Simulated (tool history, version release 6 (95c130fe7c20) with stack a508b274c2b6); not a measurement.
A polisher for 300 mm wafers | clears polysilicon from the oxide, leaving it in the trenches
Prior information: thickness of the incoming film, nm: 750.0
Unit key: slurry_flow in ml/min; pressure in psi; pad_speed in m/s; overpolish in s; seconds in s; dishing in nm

run 1 day=0 | slurry_flow=315 pressure=3.4 pad_speed=0.92 overpolish=8 | seconds=53.101 dishing=48.911
run 2 day=0.217 | slurry_flow=315 pressure=3.8 pad_speed=0.92 overpolish=6 | seconds=46.982 dishing=43.685
run 3 day=0.562 | slurry_flow=315 pressure=3.8 pad_speed=1.04 overpolish=6 | seconds=42.385 dishing=46.898
run 4 day=0.592 | slurry_flow=315 pressure=3.8 pad_speed=1.04 overpolish=7 | seconds=42.368 dishing=50.354
run 5 day=0.904 | slurry_flow=315 pressure=4 pad_speed=1.04 overpolish=6 | seconds=41.143 dishing=47.684
run 6 day=1.071 | slurry_flow=315 pressure=3.3 pad_speed=1.04 overpolish=6 | seconds=49.992 dishing=45.983
run 7 day=1.242 | slurry_flow=315 pressure=3.6 pad_speed=1.04 overpolish=5 | seconds=45.751 dishing=41.82
run 8 day=1.433 | slurry_flow=315 pressure=4.5 pad_speed=1.06 overpolish=6 | seconds=35.76 dishing=47.22
run 9 day=1.771 | slurry_flow=315 pressure=4.6 pad_speed=1.06 overpolish=5 | seconds=34.934 dishing=47.248
run 10 day=2.079 | slurry_flow=315 pressure=4.5 pad_speed=1.06 overpolish=2 | seconds=35.48 dishing=31.263

Run 11 is up next; what results do you expect?
run 11 day=2.179 | slurry_flow=315 pressure=4.5 pad_speed=1.08 overpolish=3 | seconds=? dishing=?

seconds: 34.69 s
dishing: 38.74 nm
